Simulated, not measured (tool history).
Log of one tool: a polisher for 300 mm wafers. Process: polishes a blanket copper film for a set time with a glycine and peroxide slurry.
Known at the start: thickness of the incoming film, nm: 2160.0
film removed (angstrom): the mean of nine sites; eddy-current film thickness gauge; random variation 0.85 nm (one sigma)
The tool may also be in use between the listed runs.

run,hour,flow of slurry (ml/min),pressure of the wafer on the pad (psi),speed of the pad under the wafer (cm/s),polishing time (s),film removed (angstrom)
1,0.0,285,2.1,76,52,2149.1
2,3.4,285,2.5,76,52,2456.6
3,5.3,285,2.5,76,52,2466.3
4,6.1,280,2.1,70,52,2055.8
5,11.3,280,2.1,70,52,2036.6
6,12.7,280,1.8,66,52,1776.8
7,20.4,280,1.6,62,52,1560.2
8,27.9,280,1.4,60,52,1400.8
9,31.7,280,1.3,60,52,1347.8
10,38.9,280,1.3,60,52,1346.3
# hour 41.2: head pressure recalibrated
11,41.2,270,1.0,60,52,1101.3
12,45.0,285,1.0,60,52,1094.7

The next listed run, before its measurement:
13,48.5,285,1.3,60,52,?

film removed (angstrom): 1269.7
